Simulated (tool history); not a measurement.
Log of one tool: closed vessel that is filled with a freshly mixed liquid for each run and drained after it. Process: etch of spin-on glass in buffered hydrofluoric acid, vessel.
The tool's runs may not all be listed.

run,hour,temperature setpoint of the liquid (C),parts of 40 % ammonium fluoride to one part of 49 % hydrofluoric acid (parts by volume),time in the liquid (s),thickness taken off the spin-on glass on a monitor wafer (nm)
1,0,22,11,35,133.42
2,5,22,11,35,135.16
3,8.4,22,8,35,181.31
4,17.3,24.5,8,35,206.54
5,24.8,24.5,8,35,204.44
6,32.1,22,8,35,181.57
7,33.3,21,9,35,150.07
8,38.5,20,9.5,35,138.06
9,40.9,19.5,10,35,127.45
10,49,19,10.5,35,120.11
11,50.3,18.5,11,35,110.22

Run 12 comes next. What will it give?
12,55.8,18,11,35,?

Run 12 yielded thickness taken off the spin-on glass on a monitor wafer (nm) 109.08.

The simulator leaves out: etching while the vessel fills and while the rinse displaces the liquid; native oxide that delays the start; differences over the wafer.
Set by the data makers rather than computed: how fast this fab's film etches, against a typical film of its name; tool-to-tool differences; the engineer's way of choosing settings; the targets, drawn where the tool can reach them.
